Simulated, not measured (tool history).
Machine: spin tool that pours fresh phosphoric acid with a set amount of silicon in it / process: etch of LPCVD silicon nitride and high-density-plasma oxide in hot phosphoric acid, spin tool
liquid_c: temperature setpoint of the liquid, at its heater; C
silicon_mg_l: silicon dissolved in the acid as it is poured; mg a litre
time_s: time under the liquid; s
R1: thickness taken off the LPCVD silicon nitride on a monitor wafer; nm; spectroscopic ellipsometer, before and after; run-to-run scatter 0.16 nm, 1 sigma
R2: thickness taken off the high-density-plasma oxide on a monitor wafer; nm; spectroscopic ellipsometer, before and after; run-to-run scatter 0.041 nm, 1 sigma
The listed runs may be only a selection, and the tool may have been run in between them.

run 1 hour=0.0 | liquid_c=159.0 silicon_mg_l=11.5 time_s=180 | R1=14.505 R2=0.92895
run 2 hour=6.2 | liquid_c=160.0 silicon_mg_l=11.5 time_s=195 | R1=16.106 R2=1.11360
run 3 hour=14.9 | liquid_c=160.5 silicon_mg_l=12.0 time_s=210 | R1=17.595 R2=1.20480
run 4 hour=18.6 | liquid_c=160.5 silicon_mg_l=15.0 time_s=210 | R1=17.672 R2=1.10880
run 5 hour=22.6 | liquid_c=161.0 silicon_mg_l=14.5 time_s=220 | R1=18.824 R2=1.22680
run 6 hour=25.5 | liquid_c=161.0 silicon_mg_l=14.5 time_s=265 | R1=22.909 R2=1.45050
run 7 hour=33.9 | liquid_c=161.0 silicon_mg_l=14.5 time_s=265 | R1=22.706 R2=1.48430

Run 8, settings as shown, results not yet in. Your forecast:
run 8 hour=42.4 | liquid_c=161.5 silicon_mg_l=14.0 time_s=265 | R1=? R2=?

{"run 8": {"R1": 23.134, "R2": 1.6061}}
